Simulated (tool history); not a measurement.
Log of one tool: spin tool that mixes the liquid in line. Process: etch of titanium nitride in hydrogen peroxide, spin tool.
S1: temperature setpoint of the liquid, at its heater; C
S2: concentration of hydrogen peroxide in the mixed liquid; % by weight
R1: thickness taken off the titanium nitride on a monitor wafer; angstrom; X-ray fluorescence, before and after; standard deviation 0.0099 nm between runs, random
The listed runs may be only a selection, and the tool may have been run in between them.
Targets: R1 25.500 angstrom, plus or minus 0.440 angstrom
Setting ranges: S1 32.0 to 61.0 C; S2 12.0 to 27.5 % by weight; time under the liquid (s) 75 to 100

{"run": 1, "day": 0.0, "S1": 45.0, "S2": 18.5, "time under the liquid (s)": 100, "R1": 38.687}
{"run": 2, "day": 0.279, "S1": 43.5, "S2": 18.5, "time under the liquid (s)": 100, "R1": 34.425}
{"run": 3, "day": 0.562, "S1": 43.5, "S2": 18.5, "time under the liquid (s)": 100, "R1": 34.655}
{"run": 4, "day": 0.933, "S1": 43.5, "S2": 21.5, "time under the liquid (s)": 100, "R1": 35.614}
{"run": 5, "day": 1.046, "S1": 43.5, "S2": 21.5, "time under the liquid (s)": 100, "R1": 35.564}
{"run": 6, "day": 1.242, "S1": 43.5, "S2": 25.5, "time under the liquid (s)": 100, "R1": 37.201}
{"run": 7, "day": 1.475, "S1": 42.5, "S2": 25.5, "time under the liquid (s)": 100, "R1": 34.326}
{"run": 8, "day": 1.733, "S1": 38.0, "S2": 25.5, "time under the liquid (s)": 100, "R1": 24.308}

Next run, 4 choices. One meets every target within its allowed miss, the rest don't. Which?
{"run": "A", "day": 1.992, "S1": 41.0, "S2": 22.5, "time under the liquid (s)": 75, "R1": "?"}
{"run": "B", "day": 1.992, "S1": 41.5, "S2": 20.0, "time under the liquid (s)": 85, "R1": "?"}
{"run": "C", "day": 1.992, "S1": 39.5, "S2": 21.5, "time under the liquid (s)": 100, "R1": "?"}
{"run": "D", "day": 1.992, "S1": 41.5, "S2": 25.0, "time under the liquid (s)": 85, "R1": "?"}

move=A R1=22.263
move=B R1=25.557
move=C R1=26.196
move=D R1=26.820
A: moves away from the targets compared with the last run
B: each result inside its tolerance
C: takes the result that was furthest off past its target
D: takes the result that was furthest off past its target
The move that meets every target is B.
